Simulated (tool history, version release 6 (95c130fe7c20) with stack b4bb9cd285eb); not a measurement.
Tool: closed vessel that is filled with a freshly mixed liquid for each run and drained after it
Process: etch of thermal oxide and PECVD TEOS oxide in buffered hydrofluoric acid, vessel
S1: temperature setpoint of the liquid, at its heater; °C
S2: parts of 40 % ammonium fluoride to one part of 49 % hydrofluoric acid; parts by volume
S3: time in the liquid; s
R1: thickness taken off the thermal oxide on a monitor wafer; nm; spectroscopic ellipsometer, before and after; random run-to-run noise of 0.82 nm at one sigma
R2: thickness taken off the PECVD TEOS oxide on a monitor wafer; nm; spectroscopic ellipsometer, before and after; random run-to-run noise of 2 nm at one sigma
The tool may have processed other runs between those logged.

run 1 day=0.000 | S1=24.0 S2=9.0 S3=60 | R1=74.203 R2=157.81
run 2 day=0.275 | S1=25.5 S2=9.0 S3=60 | R1=81.294 R2=170.41
run 3 day=0.512 | S1=25.5 S2=9.0 S3=85 | R1=115.630 R2=240.91
run 4 day=0.583 | S1=25.5 S2=9.0 S3=65 | R1=87.733 R2=184.81
run 5 day=0.950 | S1=25.5 S2=9.0 S3=85 | R1=115.130 R2=238.24
-- day=1.158 hydrofluoric acid flow meter replaced
run 6 day=1.158 | S1=23.0 S2=9.0 S3=85 | R1=103.340 R2=218.59
run 7 day=1.504 | S1=24.0 S2=9.0 S3=85 | R1=109.380 R2=227.11

What will run 8 give?
run 8 day=1.533 | S1=24.5 S2=9.0 S3=85 | R1=? R2=?

Run 8 yielded R1 111.710 nm, R2 233.01 nm.

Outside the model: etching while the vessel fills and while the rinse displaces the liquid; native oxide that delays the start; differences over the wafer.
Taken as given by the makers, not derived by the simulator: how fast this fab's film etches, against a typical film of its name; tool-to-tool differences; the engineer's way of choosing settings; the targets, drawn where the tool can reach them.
